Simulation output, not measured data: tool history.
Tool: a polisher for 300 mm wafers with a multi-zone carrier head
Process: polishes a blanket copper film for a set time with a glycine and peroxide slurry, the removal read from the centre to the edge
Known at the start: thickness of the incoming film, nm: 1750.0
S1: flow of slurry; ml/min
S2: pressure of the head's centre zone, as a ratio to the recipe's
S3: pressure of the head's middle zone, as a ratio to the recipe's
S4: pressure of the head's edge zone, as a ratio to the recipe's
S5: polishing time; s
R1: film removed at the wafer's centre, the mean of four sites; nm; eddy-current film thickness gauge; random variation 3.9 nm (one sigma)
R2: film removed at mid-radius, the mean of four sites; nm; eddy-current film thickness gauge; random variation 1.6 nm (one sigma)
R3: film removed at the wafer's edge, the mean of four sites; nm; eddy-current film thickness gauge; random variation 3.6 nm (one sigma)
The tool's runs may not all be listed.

{"run": 1, "hour": 0.0, "S1": 250, "S2": 1, "S3": 1, "S4": 1, "S5": 46, "R1": 242.06, "R2": 234.92, "R3": 243.91}
{"run": 2, "hour": 1.4, "S1": 265, "S2": 1.04, "S3": 0.99, "S4": 1.03, "S5": 47, "R1": 262.06, "R2": 237.59, "R3": 254.59}
{"run": 3, "hour": 3.6, "S1": 280, "S2": 1.07, "S3": 0.99, "S4": 1.05, "S5": 47, "R1": 272.94, "R2": 239.38, "R3": 263.56}
{"run": 4, "hour": 11.7, "S1": 280, "S2": 1.07, "S3": 0.99, "S4": 1.05, "S5": 55, "R1": 316.54, "R2": 282.87, "R3": 305.12}
{"run": 5, "hour": 12.4, "S1": 280, "S2": 1.07, "S3": 0.99, "S4": 1.05, "S5": 44, "R1": 255.52, "R2": 227.01, "R3": 237.42}
{"run": 6, "hour": 20.2, "S1": 280, "S2": 1.12, "S3": 0.99, "S4": 1.05, "S5": 44, "R1": 259.01, "R2": 225.22, "R3": 242.91}
{"run": 7, "hour": 28.3, "S1": 350, "S2": 1.19, "S3": 0.94, "S4": 1, "S5": 50, "R1": 326.54, "R2": 253.67, "R3": 273.88}

The next listed run, before its measurement:
{"run": 8, "hour": 32.7, "S1": 340, "S2": 1.18, "S3": 0.94, "S4": 1.01, "S5": 50, "R1": "?", "R2": "?", "R3": "?"}

R1: 324.06 nm
R2: 251.73 nm
R3: 274.03 nm
